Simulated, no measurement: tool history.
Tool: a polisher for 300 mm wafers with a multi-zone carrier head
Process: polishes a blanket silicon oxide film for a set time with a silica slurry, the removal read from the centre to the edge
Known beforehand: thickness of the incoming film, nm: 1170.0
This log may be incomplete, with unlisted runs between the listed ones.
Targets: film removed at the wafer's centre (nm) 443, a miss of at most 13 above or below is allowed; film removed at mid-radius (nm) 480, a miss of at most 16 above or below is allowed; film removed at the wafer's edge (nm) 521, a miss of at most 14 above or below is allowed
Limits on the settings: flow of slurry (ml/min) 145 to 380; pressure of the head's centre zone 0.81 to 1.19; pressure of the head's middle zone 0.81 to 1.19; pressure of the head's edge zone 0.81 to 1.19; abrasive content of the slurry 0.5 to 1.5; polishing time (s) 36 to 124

run	day	flow of slurry (ml/min)	pressure of the head's centre zone	pressure of the head's middle zone	pressure of the head's edge zone	abrasive content of the slurry	polishing time (s)	film removed at the wafer's centre (nm)	film removed at mid-radius (nm)	film removed at the wafer's edge (nm)
1	0	245	1	1	1	1	79	382.39	372.56	381.53
2	0.142	245	1	1	1.04	1	79	381.51	378.5	381.87
3	0.338	245	1	0.95	1.04	1	79	381.11	363.22	379.68
4	0.554	240	0.98	0.94	1.05	1.05	80	385.68	372.28	391.64
5	0.829	280	0.98	0.94	1.05	1.05	80	391.34	381.34	406.44
6	1.158	290	0.97	0.94	1.06	1.1	80	393.47	390.69	410.39
7	1.362	300	0.96	0.93	1.08	1.15	80	400.8	389.38	427.13
8	1.496	315	0.9	1.03	1.18	1.4	81	407.58	464.41	464.96
9	1.846	315	0.9	1.02	1.18	1.4	82	411.82	456.34	470.45
10	2.208	315	0.9	1.01	1.18	1.4	83	420.75	466.84	481.84
11	2.567	315	0.9	1.01	1.18	1.4	83	415.32	469.96	486.88
12	2.85	315	0.9	1	1.18	1.4	83	414.59	454.96	481.23

5 candidate next runs follow, results not yet known. Just one meets every target within its allowed miss. Identify it.
A	3.133	280	0.86	0.93	1.19	1.5	92	?	?	?
B	3.133	230	0.95	1.1	1.16	1.4	79	?	?	?
C	3.133	300	0.88	1.03	1.15	1.1	83	?	?	?
D	3.133	245	0.82	0.85	1.19	1.35	97	?	?	?
E	3.133	340	0.89	0.97	1.19	1.5	87	?	?	?

move	film removed at the wafer's centre (nm)	film removed at mid-radius (nm)	film removed at the wafer's edge (nm)
A	442.97	484.42	542.19
B	400.77	453.74	442.14
C	372.83	431.34	438.67
D	422.6	453.28	546.62
E	443.21	482.86	520.25
A: moves the result that the last run missed by most past its target, out the other side
B: misses by more than the last run did
C: misses by more than the last run did
D: moves the result that the last run missed by most past its target, out the other side
E: in spec on every target
Correct choice: E, which meets every target
